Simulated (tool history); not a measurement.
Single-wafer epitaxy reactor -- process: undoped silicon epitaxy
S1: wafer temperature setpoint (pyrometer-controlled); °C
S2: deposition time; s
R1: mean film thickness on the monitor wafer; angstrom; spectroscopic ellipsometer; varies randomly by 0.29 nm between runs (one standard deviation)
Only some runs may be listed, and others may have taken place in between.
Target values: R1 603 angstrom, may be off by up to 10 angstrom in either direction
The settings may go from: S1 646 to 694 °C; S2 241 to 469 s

run	hour	S1	S2	R1
1	0	670	355	826.55
2	4.9	663	355	717.93
3	12.4	656	355	628.39
4	18.5	666	355	765.1
5	20.8	666	373	796.41
6	26.2	662	373	743.54
7	27.6	659	373	695.59
8	34.9	657	373	671.94
9	40.5	656	373	658.48
10	48.7	655	373	649.09

Consider the 5 candidate settings below. Which is the only one whose results all fall within their allowed miss of target?
A	56.9	650	383	?
B	56.9	650	366	?
C	56.9	663	361	?
D	56.9	656	398	?
E	56.9	661	368	?

move	R1
A	597.11
B	570.61
C	720.16
D	695.8
E	707.08
A: hits every target within its allowed miss
B: carries the result that was furthest off beyond its target, to the other side
C: moves away from the targets compared with the last run
D: moves away from the targets compared with the last run
E: moves away from the targets compared with the last run
Go with A: it meets all targets.
